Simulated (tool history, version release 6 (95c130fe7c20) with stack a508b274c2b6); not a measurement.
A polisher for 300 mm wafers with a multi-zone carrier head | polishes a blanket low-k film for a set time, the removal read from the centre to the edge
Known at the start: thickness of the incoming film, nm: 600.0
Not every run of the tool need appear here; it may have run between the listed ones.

run,day,flow of slurry (ml/min),pressure of the head's centre zone,pressure of the head's middle zone,pressure of the head's edge zone,abrasive content of the slurry,polishing time (s),film removed at the wafer's centre (Å),film removed at mid-radius (Å),film removed at the wafer's edge (Å)
1,0,220,1,1,1,1,74,356.41,320.27,321.97
2,0.167,205,0.97,0.95,0.96,0.85,67,274.28,244.47,251.52
3,0.242,190,0.95,0.91,0.93,0.75,66,234.59,208.52,219.99
4,0.308,190,0.95,0.91,0.93,0.75,76,271.43,240.8,254.47
5,0.475,240,0.95,0.91,0.93,0.75,76,279.83,245.14,260.29
6,0.725,280,0.95,0.91,0.93,0.75,76,288.75,251.46,259.23

What does the tool deliver on the next run?
# day 0.962: centre zone pressure recalibrated
7,0.962,280,0.95,0.91,0.93,0.75,76,?,?,?

Run 7 produced film removed at the wafer's centre (Å) 269.99, film removed at mid-radius (Å) 254, film removed at the wafer's edge (Å) 263.66.
